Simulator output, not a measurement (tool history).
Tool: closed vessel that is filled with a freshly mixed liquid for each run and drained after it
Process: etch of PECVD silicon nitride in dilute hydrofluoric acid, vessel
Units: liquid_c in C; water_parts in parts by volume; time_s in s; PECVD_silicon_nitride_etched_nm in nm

run,hour,liquid_c,water_parts,time_s,PECVD_silicon_nitride_etched_nm
1,0,21,80,170,3.1538
2,0.7,22,80,170,3.3586
3,6.6,25.5,80,170,4.2617
4,14.3,25.5,70,170,4.8667
5,20.2,28.5,70,170,5.9214
6,27.5,28.5,70,170,5.9053

The next listed run, before its measurement:
7,32.5,26.5,70,170,?

{"run 7": {"PECVD_silicon_nitride_etched_nm": 5.1969}}
